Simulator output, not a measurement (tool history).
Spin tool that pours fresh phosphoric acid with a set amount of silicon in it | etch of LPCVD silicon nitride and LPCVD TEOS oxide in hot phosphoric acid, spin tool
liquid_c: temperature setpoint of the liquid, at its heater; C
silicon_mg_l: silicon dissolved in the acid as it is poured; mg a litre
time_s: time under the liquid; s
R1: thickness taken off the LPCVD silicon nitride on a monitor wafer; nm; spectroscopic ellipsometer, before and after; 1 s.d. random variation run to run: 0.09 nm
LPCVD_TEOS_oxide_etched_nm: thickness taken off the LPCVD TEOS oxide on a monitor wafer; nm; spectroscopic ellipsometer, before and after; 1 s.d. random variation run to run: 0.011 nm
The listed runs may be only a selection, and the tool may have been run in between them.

run 1 hour=0 | liquid_c=161 silicon_mg_l=10.5 time_s=180 | R1=17.357 LPCVD_TEOS_oxide_etched_nm=1.1417
run 2 hour=5.7 | liquid_c=161 silicon_mg_l=6 time_s=180 | R1=16.885 LPCVD_TEOS_oxide_etched_nm=1.2347
run 3 hour=11.4 | liquid_c=161 silicon_mg_l=6 time_s=220 | R1=21.176 LPCVD_TEOS_oxide_etched_nm=1.5307
run 4 hour=15.2 | liquid_c=160 silicon_mg_l=9 time_s=200 | R1=18.598 LPCVD_TEOS_oxide_etched_nm=1.22
run 5 hour=22.9 | liquid_c=161.5 silicon_mg_l=9 time_s=200 | R1=19.393 LPCVD_TEOS_oxide_etched_nm=1.3539
run 6 hour=31.7 | liquid_c=160.5 silicon_mg_l=11.5 time_s=185 | R1=17.615 LPCVD_TEOS_oxide_etched_nm=1.0913
run 7 hour=33 | liquid_c=160 silicon_mg_l=13 time_s=170 | R1=15.732 LPCVD_TEOS_oxide_etched_nm=0.96914
run 8 hour=41.2 | liquid_c=159.5 silicon_mg_l=15 time_s=160 | R1=14.566 LPCVD_TEOS_oxide_etched_nm=0.80325

Run 9, settings as shown, results not yet in. Your forecast:
run 9 hour=48.8 | liquid_c=159 silicon_mg_l=16 time_s=155 | R1=? LPCVD_TEOS_oxide_etched_nm=?

{"run 9": {"R1": 13.763, "LPCVD_TEOS_oxide_etched_nm": 0.70975}}

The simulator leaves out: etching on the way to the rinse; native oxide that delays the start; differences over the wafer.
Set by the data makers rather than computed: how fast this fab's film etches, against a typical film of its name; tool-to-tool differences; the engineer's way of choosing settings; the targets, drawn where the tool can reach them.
